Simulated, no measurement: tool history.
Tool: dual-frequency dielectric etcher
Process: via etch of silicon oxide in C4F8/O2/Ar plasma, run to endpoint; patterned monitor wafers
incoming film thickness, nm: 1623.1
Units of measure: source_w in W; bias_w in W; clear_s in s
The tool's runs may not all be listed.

run  hour  source_w  bias_w  clear_s
  1   0.0      1600    1835   310.06
  2   1.2      1500    1835   316.68
  3   6.3      1500    2148   298.81
  4   7.5      1540    2157   296.64
  5  10.9      1580    2166   296.41
  6  19.9      1330    2166   305.36

Forecast run 7:
  7  27.7      1390    2196        ?

Run 7 came out at clear_s 305.36 s.

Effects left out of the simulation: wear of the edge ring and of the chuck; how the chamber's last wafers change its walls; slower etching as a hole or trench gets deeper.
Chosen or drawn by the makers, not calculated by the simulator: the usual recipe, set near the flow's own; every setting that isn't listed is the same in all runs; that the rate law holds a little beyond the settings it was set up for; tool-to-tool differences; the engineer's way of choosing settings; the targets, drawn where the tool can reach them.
